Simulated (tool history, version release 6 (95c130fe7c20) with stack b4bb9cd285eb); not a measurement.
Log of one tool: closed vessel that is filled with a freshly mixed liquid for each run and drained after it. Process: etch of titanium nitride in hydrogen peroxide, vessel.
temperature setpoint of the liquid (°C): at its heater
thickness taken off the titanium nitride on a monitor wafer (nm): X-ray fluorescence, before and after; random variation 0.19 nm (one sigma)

run	hour	temperature setpoint of the liquid (°C)	concentration of hydrogen peroxide in the mixed liquid (% by weight)	time in the liquid (s)	thickness taken off the titanium nitride on a monitor wafer (nm)
1	0.0	50.0	17.0	305	14.353
2	7.4	50.0	17.0	305	14.621
3	15.4	52.0	17.0	305	16.786
4	20.2	53.5	17.0	305	18.694
5	22.0	54.5	17.0	305	19.843
6	26.6	54.5	14.5	305	19.140
7	34.2	55.5	14.5	305	20.814
8	35.4	56.5	14.5	305	22.226
9	39.2	57.0	14.5	305	23.097

Run 10 comes next. What will it give?
10	47.4	57.5	14.5	305	?

thickness taken off the titanium nitride on a monitor wafer (nm): 23.659
